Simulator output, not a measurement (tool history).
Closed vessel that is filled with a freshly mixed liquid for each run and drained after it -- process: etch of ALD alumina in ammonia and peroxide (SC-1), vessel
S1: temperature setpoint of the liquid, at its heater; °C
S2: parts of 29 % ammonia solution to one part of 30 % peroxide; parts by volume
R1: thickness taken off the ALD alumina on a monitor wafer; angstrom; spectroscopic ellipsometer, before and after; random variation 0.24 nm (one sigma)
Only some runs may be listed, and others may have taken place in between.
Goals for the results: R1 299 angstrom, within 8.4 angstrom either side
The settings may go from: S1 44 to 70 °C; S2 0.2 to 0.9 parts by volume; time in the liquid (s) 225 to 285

{"run": 1, "hour": 0.0, "S1": 60, "S2": 0.5, "time in the liquid (s)": 285, "R1": 220.98}
{"run": 2, "hour": 8.6, "S1": 61.5, "S2": 0.5, "time in the liquid (s)": 285, "R1": 235.88}
{"run": 3, "hour": 14.7, "S1": 63, "S2": 0.5, "time in the liquid (s)": 285, "R1": 254.67}
{"run": 4, "hour": 23.4, "S1": 64, "S2": 0.5, "time in the liquid (s)": 285, "R1": 264.76}
{"run": 5, "hour": 26.0, "S1": 57.5, "S2": 0.5, "time in the liquid (s)": 285, "R1": 194.7}
{"run": 6, "hour": 28.8, "S1": 53.5, "S2": 0.5, "time in the liquid (s)": 285, "R1": 156.65}
{"run": 7, "hour": 30.9, "S1": 57, "S2": 0.5, "time in the liquid (s)": 285, "R1": 188.42}
{"run": 8, "hour": 34.6, "S1": 59.5, "S2": 0.5, "time in the liquid (s)": 285, "R1": 214.08}
{"run": 9, "hour": 40.9, "S1": 67.5, "S2": 0.5, "time in the liquid (s)": 285, "R1": 319.02}
{"run": 10, "hour": 43.3, "S1": 67, "S2": 0.5, "time in the liquid (s)": 285, "R1": 312.25}

Which one of the following 5 next-run settings gets every result inside its allowed miss? There is exactly one.
{"run": "A", "hour": 45.7, "S1": 68, "S2": 0.45, "time in the liquid (s)": 285, "R1": "?"}
{"run": "B", "hour": 45.7, "S1": 69, "S2": 0.5, "time in the liquid (s)": 265, "R1": "?"}
{"run": "C", "hour": 45.7, "S1": 68, "S2": 0.55, "time in the liquid (s)": 285, "R1": "?"}
{"run": "D", "hour": 45.7, "S1": 69.5, "S2": 0.85, "time in the liquid (s)": 255, "R1": "?"}
{"run": "E", "hour": 45.7, "S1": 68, "S2": 0.65, "time in the liquid (s)": 255, "R1": "?"}

move=A R1=321.58
move=B R1=317
move=C R1=327.72
move=D R1=328.5
move=E R1=297.88
A: lands further from the targets than the last run did
B: lands further from the targets than the last run did
C: lands further from the targets than the last run did
D: lands further from the targets than the last run did
E: each result inside its tolerance
Correct choice: E, which meets every target
